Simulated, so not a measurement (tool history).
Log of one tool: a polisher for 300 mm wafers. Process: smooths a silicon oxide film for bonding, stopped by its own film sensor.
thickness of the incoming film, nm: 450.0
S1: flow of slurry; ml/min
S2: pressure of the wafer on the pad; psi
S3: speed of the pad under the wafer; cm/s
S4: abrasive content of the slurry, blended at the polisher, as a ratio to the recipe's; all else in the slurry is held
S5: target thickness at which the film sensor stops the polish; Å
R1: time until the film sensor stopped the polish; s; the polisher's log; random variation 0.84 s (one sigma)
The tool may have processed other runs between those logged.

{"run": 1, "hour": 0.0, "S1": 180, "S2": 2.5, "S3": 116, "S4": 1, "S5": 4030, "R1": 41.149}
{"run": 2, "hour": 0.8, "S1": 180, "S2": 2.3, "S3": 116, "S4": 1, "S5": 4030, "R1": 44.597}
{"run": 3, "hour": 1.8, "S1": 180, "S2": 2.1, "S3": 116, "S4": 1, "S5": 4030, "R1": 48.294}
{"run": 4, "hour": 9.3, "S1": 180, "S2": 2, "S3": 116, "S4": 1, "S5": 4030, "R1": 49.121}
{"run": 5, "hour": 15.2, "S1": 180, "S2": 2, "S3": 116, "S4": 1, "S5": 4030, "R1": 49.56}
{"run": 6, "hour": 16.8, "S1": 180, "S2": 1.9, "S3": 116, "S4": 1, "S5": 4030, "R1": 51.531}
{"run": 7, "hour": 19.6, "S1": 180, "S2": 1.8, "S3": 116, "S4": 1, "S5": 4030, "R1": 51.848}

Run 8 is up next; what results do you expect?
{"run": 8, "hour": 24.7, "S1": 175, "S2": 1.1, "S3": 112, "S4": 1, "S5": 4030, "R1": "?"}

Run 8 gave R1 76.818 s.

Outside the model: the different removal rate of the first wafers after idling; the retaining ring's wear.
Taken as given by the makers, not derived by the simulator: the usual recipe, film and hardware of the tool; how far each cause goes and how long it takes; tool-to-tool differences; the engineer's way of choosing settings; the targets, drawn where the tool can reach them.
